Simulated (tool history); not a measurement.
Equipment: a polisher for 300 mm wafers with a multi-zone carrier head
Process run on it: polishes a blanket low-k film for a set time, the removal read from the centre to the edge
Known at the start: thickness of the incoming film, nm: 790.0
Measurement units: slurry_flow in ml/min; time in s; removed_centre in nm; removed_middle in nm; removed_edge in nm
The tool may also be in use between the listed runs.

run 1 day=0.000 | slurry_flow=235 centre_zone=1.00 middle_zone=1.00 edge_zone=1.00 slurry_solids=1.00 time=79 | removed_centre=34.417 removed_middle=34.906 removed_edge=32.871
run 2 day=0.242 | slurry_flow=230 centre_zone=1.00 middle_zone=0.98 edge_zone=0.97 slurry_solids=0.95 time=79 | removed_centre=33.691 removed_middle=33.186 removed_edge=32.287
run 3 day=0.600 | slurry_flow=230 centre_zone=1.01 middle_zone=0.98 edge_zone=0.96 slurry_solids=0.90 time=79 | removed_centre=32.506 removed_middle=33.666 removed_edge=31.173
run 4 day=0.908 | slurry_flow=230 centre_zone=0.96 middle_zone=0.98 edge_zone=0.96 slurry_solids=0.90 time=79 | removed_centre=31.718 removed_middle=32.903 removed_edge=31.369
run 5 day=1.042 | slurry_flow=230 centre_zone=0.96 middle_zone=0.98 edge_zone=0.96 slurry_solids=0.75 time=79 | removed_centre=29.757 removed_middle=31.255 removed_edge=29.163
run 6 day=1.342 | slurry_flow=230 centre_zone=0.96 middle_zone=1.05 edge_zone=0.96 slurry_solids=0.75 time=79 | removed_centre=29.040 removed_middle=32.515 removed_edge=28.861
run 7 day=1.412 | slurry_flow=235 centre_zone=0.99 middle_zone=1.01 edge_zone=0.97 slurry_solids=0.75 time=79 | removed_centre=29.907 removed_middle=31.754 removed_edge=29.066

Forecast run 8:
-- day=1.550 edge zone pressure recalibrated
run 8 day=1.550 | slurry_flow=235 centre_zone=1.01 middle_zone=0.99 edge_zone=0.98 slurry_solids=0.75 time=79 | removed_centre=? removed_middle=? removed_edge=?

removed_centre: 31.179 nm
removed_middle: 31.638 nm
removed_edge: 31.626 nm
